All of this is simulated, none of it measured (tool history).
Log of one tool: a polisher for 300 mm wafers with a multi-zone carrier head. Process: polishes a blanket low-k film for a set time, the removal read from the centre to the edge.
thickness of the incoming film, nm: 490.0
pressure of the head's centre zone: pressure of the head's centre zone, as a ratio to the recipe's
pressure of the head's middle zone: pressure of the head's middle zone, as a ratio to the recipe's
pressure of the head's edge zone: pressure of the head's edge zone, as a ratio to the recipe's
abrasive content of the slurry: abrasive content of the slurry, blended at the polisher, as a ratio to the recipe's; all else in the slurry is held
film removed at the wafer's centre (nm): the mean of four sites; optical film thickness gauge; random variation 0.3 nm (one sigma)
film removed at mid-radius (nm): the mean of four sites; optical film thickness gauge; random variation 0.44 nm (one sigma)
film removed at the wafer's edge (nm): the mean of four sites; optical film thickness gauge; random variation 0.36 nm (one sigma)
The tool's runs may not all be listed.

run	hour	flow of slurry (ml/min)	pressure of the head's centre zone	pressure of the head's middle zone	pressure of the head's edge zone	abrasive content of the slurry	polishing time (s)	film removed at the wafer's centre (nm)	film removed at mid-radius (nm)	film removed at the wafer's edge (nm)
1	0	155	1	1	1	1	62	40.363	40.813	41.847
2	5.3	145	0.95	0.99	0.97	0.9	62	37.028	38.323	39.071
3	11.1	145	0.95	0.92	0.97	0.9	62	37.821	36.909	37.839
4	17.4	135	0.91	0.94	0.97	0.8	62	34.437	35.339	36.036
5	21.6	135	0.91	0.97	0.97	0.8	62	33.594	35.556	36.439
6	24.9	135	0.87	0.97	0.97	0.8	62	33.255	37.215	36.996
7	30.4	125	0.86	0.97	0.98	0.75	62	31.788	35.426	35.713

Run 8 comes next. What will it give?
8	32.8	120	0.84	0.97	0.99	0.7	62	?	?	?

Run 8 gave film removed at the wafer's centre (nm) 30.444, film removed at mid-radius (nm) 33.874, film removed at the wafer's edge (nm) 34.294.
